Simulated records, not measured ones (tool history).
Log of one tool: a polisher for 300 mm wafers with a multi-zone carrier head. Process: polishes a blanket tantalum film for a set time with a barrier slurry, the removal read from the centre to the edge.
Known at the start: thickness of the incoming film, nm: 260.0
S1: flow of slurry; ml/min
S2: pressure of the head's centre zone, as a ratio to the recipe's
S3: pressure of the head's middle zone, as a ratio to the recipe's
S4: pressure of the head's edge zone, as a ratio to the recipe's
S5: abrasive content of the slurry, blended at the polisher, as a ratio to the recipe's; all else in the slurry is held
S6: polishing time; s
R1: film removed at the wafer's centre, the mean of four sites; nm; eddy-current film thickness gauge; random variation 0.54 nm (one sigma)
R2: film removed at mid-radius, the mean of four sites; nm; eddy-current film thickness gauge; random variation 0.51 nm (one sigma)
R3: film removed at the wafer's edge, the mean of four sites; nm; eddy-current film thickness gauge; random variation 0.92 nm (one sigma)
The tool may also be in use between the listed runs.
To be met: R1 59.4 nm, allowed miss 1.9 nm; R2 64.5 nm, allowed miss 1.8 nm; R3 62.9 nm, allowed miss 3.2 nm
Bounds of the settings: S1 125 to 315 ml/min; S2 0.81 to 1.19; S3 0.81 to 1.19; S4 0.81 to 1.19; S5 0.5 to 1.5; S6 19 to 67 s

run 1 hour=0 | S1=205 S2=1 S3=1 S4=1 S5=1 S6=43 | R1=92.285 R2=92.32 R3=93.437
run 2 hour=8.4 | S1=200 S2=0.97 S3=0.99 S4=0.96 S5=0.85 S6=41 | R1=82.588 R2=82.397 R3=80.608
run 3 hour=9.4 | S1=185 S2=0.92 S3=0.98 S4=0.96 S5=0.75 S6=40 | R1=70.293 R2=74.654 R3=75.867
run 4 hour=13.7 | S1=185 S2=0.98 S3=0.98 S4=0.96 S5=0.75 S6=40 | R1=74.974 R2=75.095 R3=73.432
run 5 hour=15.8 | S1=185 S2=0.98 S3=0.98 S4=0.96 S5=0.75 S6=36 | R1=67.928 R2=66.78 R3=66.114
run 6 hour=17.1 | S1=220 S2=0.98 S3=0.98 S4=0.96 S5=0.75 S6=36 | R1=68.958 R2=69.507 R3=68.939
run 7 hour=25.2 | S1=205 S2=0.95 S3=0.98 S4=0.94 S5=0.7 S6=36 | R1=64.668 R2=65.663 R3=64.375
run 8 hour=31.3 | S1=200 S2=0.93 S3=0.99 S4=0.94 S5=0.7 S6=36 | R1=64.068 R2=66.832 R3=65.562
run 9 hour=38.6 | S1=190 S2=0.91 S3=0.99 S4=0.93 S5=0.7 S6=36 | R1=62.125 R2=65.21 R3=64.812

5 next moves are on the table. One of them brings every result within its allowed miss. Which?
run A hour=45.9 | S1=190 S2=0.97 S3=1 S4=0.9 S5=0.7 S6=37 | R1=? R2=? R3=?
run B hour=45.9 | S1=155 S2=0.85 S3=0.95 S4=0.85 S5=0.55 S6=43 | R1=? R2=? R3=?
run C hour=45.9 | S1=185 S2=1.12 S3=1.05 S4=0.93 S5=0.6 S6=37 | R1=? R2=? R3=?
run D hour=45.9 | S1=205 S2=0.97 S3=1.01 S4=0.94 S5=0.6 S6=38 | R1=? R2=? R3=?
run E hour=45.9 | S1=160 S2=0.89 S3=1.04 S4=0.98 S5=0.8 S6=35 | R1=? R2=? R3=?

move=A R1=67.674 R2=68.793 R3=64.158
move=B R1=60.256 R2=65.115 R3=62.023
move=C R1=69.038 R2=65.468 R3=59.927
move=D R1=65.093 R2=66.541 R3=62.666
move=E R1=61.682 R2=68.766 R3=65.418
A: further off than the last run
B: meets every target
C: further off than the last run
D: further off than the last run
E: further off than the last run
Move B is the one to make.
